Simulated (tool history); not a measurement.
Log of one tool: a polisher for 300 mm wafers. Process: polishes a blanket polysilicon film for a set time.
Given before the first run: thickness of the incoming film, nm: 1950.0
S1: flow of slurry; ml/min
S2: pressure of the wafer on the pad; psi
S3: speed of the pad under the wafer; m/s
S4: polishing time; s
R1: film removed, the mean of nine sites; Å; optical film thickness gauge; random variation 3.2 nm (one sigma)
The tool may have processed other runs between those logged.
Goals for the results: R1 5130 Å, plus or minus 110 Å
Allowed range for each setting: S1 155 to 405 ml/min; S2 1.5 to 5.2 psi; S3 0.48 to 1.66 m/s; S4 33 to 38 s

run 1 hour=0 | S1=260 S2=3.3 S3=1.06 S4=38 | R1=3749.4
run 2 hour=2.6 | S1=260 S2=2.9 S3=1.06 S4=38 | R1=3276.3
run 3 hour=9.1 | S1=215 S2=2.9 S3=1.06 S4=38 | R1=3242.2
run 4 hour=15.6 | S1=220 S2=3.2 S3=1.06 S4=38 | R1=3567.9
run 5 hour=19.9 | S1=225 S2=3.4 S3=1.06 S4=38 | R1=3776.6
run 6 hour=26.3 | S1=225 S2=2.9 S3=1.06 S4=38 | R1=3274.2
run 7 hour=28.2 | S1=225 S2=3.2 S3=1.06 S4=38 | R1=3522.4
run 8 hour=31.1 | S1=240 S2=3.4 S3=1.06 S4=38 | R1=3807.7
run 9 hour=38.5 | S1=245 S2=3.6 S3=1.06 S4=38 | R1=4046.5
run 10 hour=45.8 | S1=250 S2=3.7 S3=1.06 S4=38 | R1=4131.9
run 11 hour=51.9 | S1=255 S2=3.8 S3=1.06 S4=38 | R1=4294.4
run 12 hour=54.7 | S1=260 S2=3.9 S3=1.06 S4=38 | R1=4402.2
run 13 hour=59.9 | S1=265 S2=4 S3=1.06 S4=38 | R1=4510.9
run 14 hour=63.8 | S1=265 S2=4.1 S3=1.06 S4=38 | R1=4591.8
run 15 hour=70 | S1=265 S2=4.2 S3=1.06 S4=38 | R1=4736.1
run 16 hour=77.5 | S1=270 S2=4.3 S3=1.06 S4=38 | R1=4811.9
run 17 hour=84 | S1=275 S2=4.4 S3=1.06 S4=38 | R1=4907.9

Below are 4 possible settings for the next run. Only one of them brings all results inside the allowed miss of their targets. Which is it?
run A hour=90.5 | S1=295 S2=4.6 S3=1.08 S4=37 | R1=?
run B hour=90.5 | S1=225 S2=4.6 S3=1.04 S4=37 | R1=?
run C hour=90.5 | S1=220 S2=4.5 S3=1.06 S4=36 | R1=?
run D hour=90.5 | S1=265 S2=4.5 S3=0.92 S4=38 | R1=?

move=A R1=5136.4
move=B R1=4927.8
move=C R1=4739
move=D R1=4664.7
A: all results land within tolerance of their targets
B: closer than the last run, but not yet in spec
C: further off than the last run
D: further off than the last run
The move that meets every target is A.

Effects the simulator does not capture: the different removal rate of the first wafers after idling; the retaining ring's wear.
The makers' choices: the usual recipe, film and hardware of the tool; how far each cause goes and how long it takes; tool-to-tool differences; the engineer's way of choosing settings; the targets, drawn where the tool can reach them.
